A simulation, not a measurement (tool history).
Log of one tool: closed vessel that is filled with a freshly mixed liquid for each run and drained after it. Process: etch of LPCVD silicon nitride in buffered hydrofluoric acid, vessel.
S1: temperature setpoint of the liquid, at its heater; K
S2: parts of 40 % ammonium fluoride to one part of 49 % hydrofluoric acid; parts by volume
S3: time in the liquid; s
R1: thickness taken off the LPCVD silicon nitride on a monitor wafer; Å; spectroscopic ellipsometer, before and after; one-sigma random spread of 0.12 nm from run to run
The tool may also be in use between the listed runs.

| run | hour | S1 | S2 | S3 | R1 |
|---|---|---|---|---|---|
| 1 | 0 | 298.15 | 14 | 1165 | 139.38 |
| 2 | 3.2 | 297.65 | 14 | 1165 | 133.99 |
| 3 | 11.4 | 297.15 | 14 | 1165 | 130.38 |
| 4 | 13.8 | 297.15 | 17.5 | 1165 | 104.96 |
| 5 | 18.1 | 295.15 | 17.5 | 1165 | 91.594 |
| 6 | 22.4 | 295.15 | 17.5 | 1165 | 93.514 |
| 7 | 24.9 | 295.65 | 17.5 | 1165 | 96.044 |
| 8 | 32.2 | 296.15 | 17.5 | 1165 | 98.276 |

Expected results for the next run?
| 9 | 40.9 | 296.65 | 17.5 | 1165 | ? |

Run 9 came out at R1 104 Å.
